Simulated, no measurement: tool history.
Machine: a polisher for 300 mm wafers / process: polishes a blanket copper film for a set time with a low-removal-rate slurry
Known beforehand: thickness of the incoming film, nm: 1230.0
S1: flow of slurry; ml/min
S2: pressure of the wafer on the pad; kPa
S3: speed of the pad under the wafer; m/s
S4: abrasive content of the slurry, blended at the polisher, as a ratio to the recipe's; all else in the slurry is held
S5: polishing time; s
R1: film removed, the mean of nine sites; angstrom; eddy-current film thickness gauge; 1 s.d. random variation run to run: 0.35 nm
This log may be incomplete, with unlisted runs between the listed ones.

Run 1, hour 0: S1 290 ml/min, S2 11.7 kPa, S3 1.18 m/s, S4 1, S5 29 s. Result: R1 718.34 angstrom.
Run 2, hour 5.4: S1 290 ml/min, S2 11.7 kPa, S3 1.18 m/s, S4 1.15, S5 29 s. Result: R1 739.18 angstrom.
Run 3, hour 13.5: S1 290 ml/min, S2 10.3 kPa, S3 1.06 m/s, S4 1.15, S5 29 s. Result: R1 605.17 angstrom.
Run 4, hour 20.1: S1 290 ml/min, S2 10.3 kPa, S3 1.06 m/s, S4 1.25, S5 29 s. Result: R1 602.58 angstrom.
Run 5, hour 23.9: S1 290 ml/min, S2 9 kPa, S3 0.94 m/s, S4 1.25, S5 29 s. Result: R1 474.34 angstrom.
Run 6, hour 28.9: S1 290 ml/min, S2 9 kPa, S3 0.94 m/s, S4 1.05, S5 29 s. Result: R1 454.24 angstrom.

For run 7, what comes out?
Run 7, hour 30.2: S1 290 ml/min, S2 8.3 kPa, S3 0.9 m/s, S4 1.05, S5 29 s. Result: R1 ?.

R1: 401.77 angstrom

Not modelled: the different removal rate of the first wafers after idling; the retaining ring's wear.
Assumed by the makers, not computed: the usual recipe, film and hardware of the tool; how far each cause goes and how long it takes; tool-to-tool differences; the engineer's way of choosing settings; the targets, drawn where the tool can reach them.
